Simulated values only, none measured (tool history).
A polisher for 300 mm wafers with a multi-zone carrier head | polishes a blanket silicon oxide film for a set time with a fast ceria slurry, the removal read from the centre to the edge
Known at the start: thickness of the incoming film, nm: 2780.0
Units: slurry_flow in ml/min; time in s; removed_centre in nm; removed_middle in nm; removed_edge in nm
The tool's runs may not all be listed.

run	hour	slurry_flow	centre_zone	middle_zone	edge_zone	time	removed_centre	removed_middle	removed_edge
1	0.0	200	1.00	1.00	1.00	57	1095.00	1093.50	1067.30
2	3.7	200	1.00	1.00	0.92	57	1108.40	1094.70	1067.20
3	4.5	205	1.01	1.01	0.92	59	1167.20	1148.70	1101.50
4	8.5	210	1.02	1.02	0.92	61	1230.50	1196.00	1144.10
5	10.5	210	1.02	1.02	0.92	48	951.92	944.29	906.89
6	13.3	215	1.03	1.03	0.93	51	1026.20	1008.20	957.65
7	14.9	215	1.04	1.03	0.93	54	1111.50	1088.90	1036.40
8	16.0	220	1.06	1.04	0.94	55	1165.60	1112.70	1039.80
9	18.2	220	1.06	1.04	0.95	57	1183.30	1168.90	1062.40

Run 10 comes next. What will it give?
10	21.1	220	1.06	1.03	0.95	59	?	?	?

removed_centre: 1221.10 nm
removed_middle: 1178.90 nm
removed_edge: 1148.70 nm
